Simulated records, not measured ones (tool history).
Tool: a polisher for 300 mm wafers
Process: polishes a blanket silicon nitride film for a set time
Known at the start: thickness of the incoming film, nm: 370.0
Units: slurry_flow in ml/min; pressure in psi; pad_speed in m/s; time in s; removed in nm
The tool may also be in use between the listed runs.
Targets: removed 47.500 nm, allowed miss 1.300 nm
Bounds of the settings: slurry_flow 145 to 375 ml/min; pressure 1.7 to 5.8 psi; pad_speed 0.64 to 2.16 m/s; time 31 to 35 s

run,hour,slurry_flow,pressure,pad_speed,time,removed
1,0.0,240,3.7,1.40,35,68.613
2,6.8,200,3.7,1.40,35,67.896
3,11.2,200,4.2,1.40,35,76.324
4,18.4,200,4.2,1.58,35,85.312
5,20.7,200,3.9,1.58,35,78.253
6,27.8,165,3.9,1.58,35,75.710
7,33.5,165,3.6,1.58,35,71.343
8,37.0,165,3.4,1.58,35,67.340
9,38.0,165,3.4,1.58,35,66.647

Which of these 4 next moves meets every target?
A,39.0,185,3.5,1.48,31,?
B,39.0,145,3.0,1.16,31,?
C,39.0,145,3.1,1.40,31,?
D,39.0,145,2.9,1.16,31,?

move,removed
A,58.348
B,39.482
C,47.366
D,38.214
A: nearer than the last run, and not there yet
B: takes the result that was furthest off past its target
C: meets every target
D: takes the result that was furthest off past its target
The right move is C.
